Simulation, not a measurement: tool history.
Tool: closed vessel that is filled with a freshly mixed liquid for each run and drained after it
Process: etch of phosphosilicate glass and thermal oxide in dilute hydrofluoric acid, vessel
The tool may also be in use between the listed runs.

run    day  temperature setpoint of the liquid (C)  parts of water to one part of 49 % hydrofluoric acid (parts by volume)  time in the liquid (s)  thickness taken off the phosphosilicate glass on a monitor wafer (nm)  thickness taken off the thermal oxide on a monitor wafer (nm)
  1  0.000                                    20.0                                                                     110                      60                                                                 48.960                                                        2.14750
  2  0.296                                    22.0                                                                     110                      60                                                                 53.456                                                        2.35030
  3  0.488                                    20.5                                                                     110                      60                                                                 49.868                                                        2.14620
  4  0.600                                    20.5                                                                     110                      70                                                                 58.660                                                        2.53720
  5  0.712                                    20.0                                                                     125                      70                                                                 49.318                                                        2.13180
  6  0.958                                    22.5                                                                     125                      70                                                                 55.091                                                        2.34640
  7  1.192                                    21.5                                                                     135                      70                                                                 47.989                                                        2.12630
  8  1.408                                    24.5                                                                     180                      45                                                                 24.845                                                        1.07400
  9  1.462                                    23.5                                                                     180                      45                                                                 23.963                                                        1.06000
 10  1.775                                    23.0                                                                     180                      45                                                                 23.322                                                        1.01190
 11  2.133                                    22.5                                                                     180                      45                                                                 23.020                                                        1.00970

The next listed run, before its measurement:
 12  2.421                                    22.0                                                                     180                      45                                                                      ?                                                              ?

thickness taken off the phosphosilicate glass on a monitor wafer (nm): 22.386
thickness taken off the thermal oxide on a monitor wafer (nm): 0.97515

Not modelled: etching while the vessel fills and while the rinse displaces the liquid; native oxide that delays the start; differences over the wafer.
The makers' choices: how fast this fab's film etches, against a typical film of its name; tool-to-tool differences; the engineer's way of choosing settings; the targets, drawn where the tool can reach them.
